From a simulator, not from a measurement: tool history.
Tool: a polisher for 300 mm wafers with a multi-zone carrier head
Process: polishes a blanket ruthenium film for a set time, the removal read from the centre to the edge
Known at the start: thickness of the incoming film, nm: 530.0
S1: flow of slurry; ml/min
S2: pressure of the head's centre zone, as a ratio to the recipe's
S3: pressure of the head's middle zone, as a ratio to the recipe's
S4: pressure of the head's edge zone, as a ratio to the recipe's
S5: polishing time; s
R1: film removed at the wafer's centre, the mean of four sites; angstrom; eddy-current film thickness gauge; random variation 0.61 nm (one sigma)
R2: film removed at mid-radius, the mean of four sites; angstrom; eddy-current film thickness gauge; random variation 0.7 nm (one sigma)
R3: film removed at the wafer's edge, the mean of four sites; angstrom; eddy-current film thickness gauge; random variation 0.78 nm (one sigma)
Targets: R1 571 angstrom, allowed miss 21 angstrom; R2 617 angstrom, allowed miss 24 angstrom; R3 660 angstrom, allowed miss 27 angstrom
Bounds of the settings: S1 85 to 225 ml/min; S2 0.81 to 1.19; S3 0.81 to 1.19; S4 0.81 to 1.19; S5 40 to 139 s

Run 1, hour 0: S1 145 ml/min, S2 1, S3 1, S4 1, S5 89 s. Result: R1 870.1 angstrom, R2 875.98 angstrom, R3 857.1 angstrom.
Run 2, hour 1.4: S1 145 ml/min, S2 1, S3 1.08, S4 1, S5 89 s. Result: R1 874.02 angstrom, R2 941.29 angstrom, R3 867.77 angstrom.
Run 3, hour 4.6: S1 145 ml/min, S2 1, S3 1.08, S4 1.07, S5 89 s. Result: R1 873.46 angstrom, R2 924.08 angstrom, R3 889.56 angstrom.
Run 4, hour 7.6: S1 145 ml/min, S2 1, S3 1.04, S4 1.07, S5 89 s. Result: R1 867.42 angstrom, R2 878.51 angstrom, R3 889.34 angstrom.
Run 5, hour 16.3: S1 170 ml/min, S2 1, S3 1.04, S4 1.07, S5 89 s. Result: R1 888.21 angstrom, R2 944.33 angstrom, R3 918.31 angstrom.
Run 6, hour 24: S1 170 ml/min, S2 1.04, S3 1.04, S4 1.07, S5 89 s. Result: R1 922.71 angstrom, R2 921.49 angstrom, R3 916.04 angstrom.
Run 7, hour 29.1: S1 160 ml/min, S2 1, S3 1.01, S4 1.06, S5 84 s. Result: R1 843.42 angstrom, R2 844.25 angstrom, R3 843.5 angstrom.
Run 8, hour 30.1: S1 150 ml/min, S2 0.96, S3 1, S4 1.08, S5 80 s. Result: R1 748.99 angstrom, R2 778.95 angstrom, R3 804.72 angstrom.
Run 9, hour 35.4: S1 140 ml/min, S2 0.94, S3 0.98, S4 1.06, S5 78 s. Result: R1 705.9 angstrom, R2 747.36 angstrom, R3 795.91 angstrom.
Run 10, hour 37: S1 135 ml/min, S2 0.93, S3 0.97, S4 1.04, S5 75 s. Result: R1 662.92 angstrom, R2 700.2 angstrom, R3 733.07 angstrom.
Run 11, hour 42.6: S1 135 ml/min, S2 0.93, S3 0.97, S4 1.04, S5 75 s. Result: R1 669.8 angstrom, R2 708.13 angstrom, R3 733.92 angstrom.
Run 12, hour 44: S1 130 ml/min, S2 0.92, S3 0.96, S4 1.03, S5 74 s. Result: R1 640.95 angstrom, R2 680.98 angstrom, R3 707.95 angstrom.
Run 13, hour 49.8: S1 125 ml/min, S2 0.91, S3 0.95, S4 1.03, S5 74 s. Result: R1 633.12 angstrom, R2 675.65 angstrom, R3 696.79 angstrom.
Run 14, hour 55.4: S1 120 ml/min, S2 0.9, S3 0.94, S4 1.03, S5 74 s. Result: R1 611.43 angstrom, R2 668.98 angstrom, R3 707.39 angstrom.
Run 15, hour 59.7: S1 115 ml/min, S2 0.9, S3 0.93, S4 1.02, S5 74 s. Result: R1 599.03 angstrom, R2 643.69 angstrom, R3 696.8 angstrom.
Run 16, hour 60.4: S1 110 ml/min, S2 0.9, S3 0.93, S4 1.01, S5 74 s. Result: R1 600.53 angstrom, R2 650.97 angstrom, R3 685.33 angstrom.

5 next moves are on the table. One of them brings every result within its allowed miss. Which?
Run A, hour 61.1: S1 100 ml/min, S2 0.81, S3 0.91, S4 1.13, S5 75 s. Result: R1 ?, R2 ?, R3 ?.
Run B, hour 61.1: S1 115 ml/min, S2 0.87, S3 1.01, S4 0.98, S5 71 s. Result: R1 ?, R2 ?, R3 ?.
Run C, hour 61.1: S1 120 ml/min, S2 0.94, S3 1, S4 1.15, S5 66 s. Result: R1 ?, R2 ?, R3 ?.
Run D, hour 61.1: S1 120 ml/min, S2 0.85, S3 1.01, S4 0.94, S5 72 s. Result: R1 ?, R2 ?, R3 ?.
Run E, hour 61.1: S1 105 ml/min, S2 0.87, S3 1, S4 0.96, S5 73 s. Result: R1 ?, R2 ?, R3 ?.

move      R1      R2      R3
   A  528.89  618.39  717.09
   B  565.24  666.23  650.11
   C  575.58  620.85   659.7
   D  567.33  683.54  651.56
   E  563.61  661.49  650.05
A: brings the result that was furthest off to its target, and leaves another outside
B: further off than the last run
C: meets every target
D: further off than the last run
E: further off than the last run
Answer: C
